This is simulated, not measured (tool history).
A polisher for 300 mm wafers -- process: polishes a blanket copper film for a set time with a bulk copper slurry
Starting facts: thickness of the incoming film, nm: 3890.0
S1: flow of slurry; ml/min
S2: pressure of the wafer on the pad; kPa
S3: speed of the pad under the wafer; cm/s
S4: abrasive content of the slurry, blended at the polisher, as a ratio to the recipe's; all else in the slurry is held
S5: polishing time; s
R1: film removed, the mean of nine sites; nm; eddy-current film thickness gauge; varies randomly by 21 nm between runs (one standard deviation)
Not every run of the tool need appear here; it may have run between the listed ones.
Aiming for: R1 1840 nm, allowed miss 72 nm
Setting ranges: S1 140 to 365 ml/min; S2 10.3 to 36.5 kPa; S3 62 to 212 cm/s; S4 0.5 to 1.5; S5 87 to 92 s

Run 1, hour 0: S1 235 ml/min, S2 23.4 kPa, S3 136 cm/s, S4 1, S5 87 s. Result: R1 1168.2 nm.
Run 2, hour 0.8: S1 235 ml/min, S2 26.2 kPa, S3 136 cm/s, S4 1, S5 87 s. Result: R1 1231.1 nm.
Run 3, hour 2.2: S1 235 ml/min, S2 26.2 kPa, S3 136 cm/s, S4 0.85, S5 87 s. Result: R1 1216.7 nm.
Run 4, hour 4.1: S1 235 ml/min, S2 26.2 kPa, S3 136 cm/s, S4 0.85, S5 87 s. Result: R1 1203.5 nm.
Run 5, hour 5.2: S1 235 ml/min, S2 29.6 kPa, S3 140 cm/s, S4 0.85, S5 87 s. Result: R1 1372.9 nm.
Run 6, hour 12.6: S1 235 ml/min, S2 31.7 kPa, S3 140 cm/s, S4 0.85, S5 87 s. Result: R1 1462.1 nm.
Run 7, hour 17.5: S1 235 ml/min, S2 33.1 kPa, S3 144 cm/s, S4 0.85, S5 87 s. Result: R1 1561 nm.
Run 8, hour 26: S1 235 ml/min, S2 34.5 kPa, S3 146 cm/s, S4 0.85, S5 87 s. Result: R1 1635.4 nm.
Run 9, hour 31.8: S1 235 ml/min, S2 35.2 kPa, S3 148 cm/s, S4 0.85, S5 87 s. Result: R1 1637.9 nm.
Run 10, hour 35.4: S1 235 ml/min, S2 35.9 kPa, S3 152 cm/s, S4 0.85, S5 87 s. Result: R1 1740 nm.
Run 11, hour 41.6: S1 235 ml/min, S2 35.9 kPa, S3 154 cm/s, S4 0.85, S5 87 s. Result: R1 1735.4 nm.

Which single option among these 4 for the next run brings every result within its allowed miss of target? Just one does.
Run A, hour 47.8: S1 165 ml/min, S2 36.5 kPa, S3 168 cm/s, S4 0.9, S5 92 s. Result: R1 ?.
Run B, hour 47.8: S1 245 ml/min, S2 33.1 kPa, S3 160 cm/s, S4 0.85, S5 92 s. Result: R1 ?.
Run C, hour 47.8: S1 230 ml/min, S2 33.8 kPa, S3 172 cm/s, S4 0.9, S5 92 s. Result: R1 ?.
Run D, hour 47.8: S1 285 ml/min, S2 35.9 kPa, S3 174 cm/s, S4 0.95, S5 87 s. Result: R1 ?.

move      R1
   A    1958
   B  1810.3
   C  1979.5
   D    2055
A: carries the result that was furthest off beyond its target, to the other side
B: all results land within tolerance of their targets
C: carries the result that was furthest off beyond its target, to the other side
D: carries the result that was furthest off beyond its target, to the other side
The right move is B.
